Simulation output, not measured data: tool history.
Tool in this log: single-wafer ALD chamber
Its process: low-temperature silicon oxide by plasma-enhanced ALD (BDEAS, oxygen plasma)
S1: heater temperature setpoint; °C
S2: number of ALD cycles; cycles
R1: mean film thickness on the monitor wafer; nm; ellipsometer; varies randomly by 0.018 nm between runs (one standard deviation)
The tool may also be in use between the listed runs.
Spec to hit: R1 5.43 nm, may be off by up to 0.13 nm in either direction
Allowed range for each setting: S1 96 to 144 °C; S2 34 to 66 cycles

run 1 hour=0 | S1=120 S2=50 | R1=7.3265
run 2 hour=4.1 | S1=121 S2=45 | R1=6.6021
run 3 hour=6.1 | S1=121 S2=48 | R1=7.0205
run 4 hour=9.8 | S1=121 S2=52 | R1=7.5795
run 5 hour=15.4 | S1=123 S2=47 | R1=6.8275
run 6 hour=16.1 | S1=123 S2=51 | R1=7.4361
run 7 hour=22.1 | S1=124 S2=46 | R1=6.6663
run 8 hour=27.1 | S1=126 S2=43 | R1=6.19
run 9 hour=31.9 | S1=129 S2=41 | R1=5.8648
run 10 hour=37 | S1=131 S2=40 | R1=5.7089
run 11 hour=45.5 | S1=133 S2=40 | R1=5.7361
run 12 hour=50.7 | S1=133 S2=39 | R1=5.5609

4 candidate next runs follow, results not yet known. Just one meets every target within its allowed miss. Identify it.
run A hour=55.9 | S1=130 S2=40 | R1=?
run B hour=55.9 | S1=127 S2=40 | R1=?
run C hour=55.9 | S1=143 S2=42 | R1=?
run D hour=55.9 | S1=122 S2=37 | R1=?

move=A R1=5.774
move=B R1=5.803
move=C R1=5.9306
move=D R1=5.4125
A: further off than the last run
B: further off than the last run
C: further off than the last run
D: hits every target within its allowed miss
The move that meets every target is D.
